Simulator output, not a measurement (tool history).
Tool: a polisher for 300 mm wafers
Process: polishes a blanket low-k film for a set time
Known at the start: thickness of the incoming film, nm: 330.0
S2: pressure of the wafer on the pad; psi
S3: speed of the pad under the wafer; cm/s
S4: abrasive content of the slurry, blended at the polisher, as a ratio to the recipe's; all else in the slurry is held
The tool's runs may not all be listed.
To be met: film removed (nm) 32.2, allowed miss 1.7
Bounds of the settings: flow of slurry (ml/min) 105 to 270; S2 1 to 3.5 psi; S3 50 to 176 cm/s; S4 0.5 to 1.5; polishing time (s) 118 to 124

run 1 hour=0 | flow_of_slurry_(ml/min)=175 S2=2.2 S3=112 S4=1 polishing_time_(s)=118 | film_removed_(nm)=53.334
run 2 hour=0.9 | flow_of_slurry_(ml/min)=175 S2=2.7 S3=112 S4=1 polishing_time_(s)=118 | film_removed_(nm)=62.365
run 3 hour=4.4 | flow_of_slurry_(ml/min)=150 S2=2.7 S3=112 S4=1 polishing_time_(s)=118 | film_removed_(nm)=60.847
run 4 hour=13.4 | flow_of_slurry_(ml/min)=150 S2=2.9 S3=112 S4=1 polishing_time_(s)=118 | film_removed_(nm)=63.504
-- hour=14.4 head pressure recalibrated
run 5 hour=14.4 | flow_of_slurry_(ml/min)=150 S2=2.9 S3=112 S4=1 polishing_time_(s)=118 | film_removed_(nm)=60.914
run 6 hour=17 | flow_of_slurry_(ml/min)=150 S2=3.3 S3=112 S4=1 polishing_time_(s)=118 | film_removed_(nm)=68.467
run 7 hour=21.3 | flow_of_slurry_(ml/min)=150 S2=3 S3=104 S4=1 polishing_time_(s)=118 | film_removed_(nm)=60.986
run 8 hour=25.5 | flow_of_slurry_(ml/min)=150 S2=2.7 S3=98 S4=1 polishing_time_(s)=118 | film_removed_(nm)=52.14

Which of these 5 next moves meets every target?
run A hour=29.7 | flow_of_slurry_(ml/min)=125 S2=2 S3=60 S4=0.9 polishing_time_(s)=118 | film_removed_(nm)=?
run B hour=29.7 | flow_of_slurry_(ml/min)=105 S2=1.9 S3=88 S4=0.75 polishing_time_(s)=118 | film_removed_(nm)=?
run C hour=29.7 | flow_of_slurry_(ml/min)=125 S2=2.8 S3=56 S4=0.85 polishing_time_(s)=118 | film_removed_(nm)=?
run D hour=29.7 | flow_of_slurry_(ml/min)=175 S2=2.1 S3=74 S4=1 polishing_time_(s)=118 | film_removed_(nm)=?
run E hour=29.7 | flow_of_slurry_(ml/min)=155 S2=2.6 S3=56 S4=0.75 polishing_time_(s)=118 | film_removed_(nm)=?

move=A film_removed_(nm)=27.492
move=B film_removed_(nm)=27.793
move=C film_removed_(nm)=32.337
move=D film_removed_(nm)=37.165
move=E film_removed_(nm)=28.619
A: takes the result that was furthest off past its target
B: takes the result that was furthest off past its target
C: meets every target
D: nearer than the last run, and not there yet
E: takes the result that was furthest off past its target
The right move is C.
